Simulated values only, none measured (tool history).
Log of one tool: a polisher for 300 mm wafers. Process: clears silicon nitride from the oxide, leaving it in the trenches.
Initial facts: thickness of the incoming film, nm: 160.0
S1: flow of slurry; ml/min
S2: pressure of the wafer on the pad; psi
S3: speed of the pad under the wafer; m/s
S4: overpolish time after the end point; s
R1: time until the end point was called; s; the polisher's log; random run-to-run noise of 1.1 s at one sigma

run	hour	S1	S2	S3	S4	R1
1	0.0	270	3.4	1.30	7	98.791
2	5.8	270	2.7	1.30	7	115.430
3	7.1	210	2.7	1.30	7	117.900
4	12.4	210	2.7	1.30	7	118.640
5	18.4	245	2.7	1.30	7	116.060
6	27.0	245	2.5	1.30	7	120.660
7	27.6	240	2.3	1.30	7	128.540

The next listed run, before its measurement:
8	32.3	240	2.2	1.30	7	?

{"run 8": {"R1": 129.87}}

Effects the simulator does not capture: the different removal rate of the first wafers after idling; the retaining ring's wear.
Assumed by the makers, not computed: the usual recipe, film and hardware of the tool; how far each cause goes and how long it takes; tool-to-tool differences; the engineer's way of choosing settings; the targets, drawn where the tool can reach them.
